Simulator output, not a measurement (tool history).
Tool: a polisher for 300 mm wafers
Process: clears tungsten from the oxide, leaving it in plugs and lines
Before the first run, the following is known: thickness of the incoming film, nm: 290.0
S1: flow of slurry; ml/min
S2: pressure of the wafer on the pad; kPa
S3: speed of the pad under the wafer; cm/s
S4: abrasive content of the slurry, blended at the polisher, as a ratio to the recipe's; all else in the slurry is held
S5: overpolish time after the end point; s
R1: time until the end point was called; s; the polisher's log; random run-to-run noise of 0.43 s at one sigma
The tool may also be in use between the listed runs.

| run | hour | S1 | S2 | S3 | S4 | S5 | R1 |
|---|---|---|---|---|---|---|---|
| 1 | 0 | 290 | 31.7 | 138 | 1 | 13 | 39.698 |
| 2 | 4.9 | 290 | 29 | 138 | 1 | 13 | 43.421 |
| 3 | 9.8 | 290 | 31 | 138 | 1 | 13 | 40.892 |
| 4 | 17 | 290 | 37.9 | 138 | 1 | 13 | 33.648 |
| 5 | 20.5 | 290 | 38.6 | 138 | 1 | 13 | 33.468 |
| 6 | 21.1 | 290 | 38.6 | 138 | 0.9 | 13 | 34.317 |
| 7 | 28.6 | 290 | 39.3 | 138 | 0.9 | 13 | 33.394 |
| 8 | 34.1 | 290 | 40 | 138 | 0.9 | 13 | 33.252 |

What will run 9 give?
| 9 | 36 | 290 | 40.7 | 138 | 0.9 | 13 | ? |

R1: 32.956 s
